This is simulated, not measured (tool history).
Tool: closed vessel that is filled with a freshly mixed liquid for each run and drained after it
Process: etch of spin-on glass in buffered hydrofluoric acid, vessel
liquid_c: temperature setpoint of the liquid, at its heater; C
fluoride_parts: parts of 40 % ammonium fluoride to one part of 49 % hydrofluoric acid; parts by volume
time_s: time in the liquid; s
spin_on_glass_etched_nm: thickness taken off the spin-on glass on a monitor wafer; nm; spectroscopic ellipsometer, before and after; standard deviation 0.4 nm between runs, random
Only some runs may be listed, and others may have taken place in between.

{"run": 1, "hour": 0.0, "liquid_c": 25, "fluoride_parts": 20, "time_s": 30, "spin_on_glass_etched_nm": 41.819}
{"run": 2, "hour": 7.0, "liquid_c": 25, "fluoride_parts": 20, "time_s": 30, "spin_on_glass_etched_nm": 41.417}
{"run": 3, "hour": 11.9, "liquid_c": 26.5, "fluoride_parts": 18, "time_s": 30, "spin_on_glass_etched_nm": 50.01}
{"run": 4, "hour": 13.5, "liquid_c": 27.5, "fluoride_parts": 18, "time_s": 30, "spin_on_glass_etched_nm": 52.988}
{"run": 5, "hour": 21.5, "liquid_c": 27.5, "fluoride_parts": 18, "time_s": 30, "spin_on_glass_etched_nm": 52.634}
{"run": 6, "hour": 24.7, "liquid_c": 27.5, "fluoride_parts": 12.5, "time_s": 30, "spin_on_glass_etched_nm": 75.376}
{"run": 7, "hour": 29.6, "liquid_c": 28, "fluoride_parts": 12.5, "time_s": 30, "spin_on_glass_etched_nm": 77.922}
{"run": 8, "hour": 35.4, "liquid_c": 28.5, "fluoride_parts": 12.5, "time_s": 30, "spin_on_glass_etched_nm": 79.814}

Run 9 has not been measured yet. What should we expect?
{"run": 9, "hour": 40.5, "liquid_c": 29, "fluoride_parts": 12.5, "time_s": 30, "spin_on_glass_etched_nm": "?"}

{"run 9": {"spin_on_glass_etched_nm": 82.185}}
